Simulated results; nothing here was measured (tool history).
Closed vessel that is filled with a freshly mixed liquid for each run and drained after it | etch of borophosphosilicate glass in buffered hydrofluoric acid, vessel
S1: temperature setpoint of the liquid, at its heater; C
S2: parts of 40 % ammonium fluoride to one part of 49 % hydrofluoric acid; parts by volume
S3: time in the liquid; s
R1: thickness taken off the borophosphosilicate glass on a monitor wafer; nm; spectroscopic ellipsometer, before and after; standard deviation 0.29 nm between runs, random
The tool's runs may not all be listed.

{"run": 1, "hour": 0.0, "S1": 21.0, "S2": 22.0, "S3": 30, "R1": 15.041}
{"run": 2, "hour": 3.0, "S1": 21.0, "S2": 22.0, "S3": 30, "R1": 15.018}
{"run": 3, "hour": 6.4, "S1": 21.0, "S2": 22.0, "S3": 30, "R1": 15.062}
{"run": 4, "hour": 15.5, "S1": 23.0, "S2": 18.5, "S3": 30, "R1": 19.283}
{"hour": 17.0, "done": "thermometer replaced"}
{"run": 5, "hour": 17.0, "S1": 24.5, "S2": 16.5, "S3": 30, "R1": 25.516}
{"run": 6, "hour": 21.5, "S1": 24.5, "S2": 21.0, "S3": 30, "R1": 20.681}
{"run": 7, "hour": 30.5, "S1": 25.5, "S2": 19.5, "S3": 30, "R1": 22.856}

Forecast run 8:
{"run": 8, "hour": 35.8, "S1": 29.0, "S2": 12.5, "S3": 30, "R1": "?"}

{"run 8": {"R1": 42.247}}
